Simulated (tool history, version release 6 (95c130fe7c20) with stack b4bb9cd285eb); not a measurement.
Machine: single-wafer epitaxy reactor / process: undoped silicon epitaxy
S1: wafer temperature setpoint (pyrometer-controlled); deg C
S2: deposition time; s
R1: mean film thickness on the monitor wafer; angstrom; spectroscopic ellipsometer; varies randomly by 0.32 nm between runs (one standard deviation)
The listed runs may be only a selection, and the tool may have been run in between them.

Run 1, hour 0: S1 645 deg C, S2 536 s. Result: R1 908.6 angstrom.
Run 2, hour 3.6: S1 651 deg C, S2 536 s. Result: R1 1028.8 angstrom.
Run 3, hour 7.1: S1 656 deg C, S2 536 s. Result: R1 1137.4 angstrom.
Run 4, hour 8.2: S1 656 deg C, S2 602 s. Result: R1 1274.8 angstrom.
Run 5, hour 14: S1 656 deg C, S2 657 s. Result: R1 1395.7 angstrom.
Run 6, hour 22.9: S1 666 deg C, S2 657 s. Result: R1 1709.5 angstrom.

Run 7 has not been measured yet. What should we expect?
Run 7, hour 27.5: S1 663 deg C, S2 656 s. Result: R1 ?.

{"run 7": {"R1": 1600.1}}
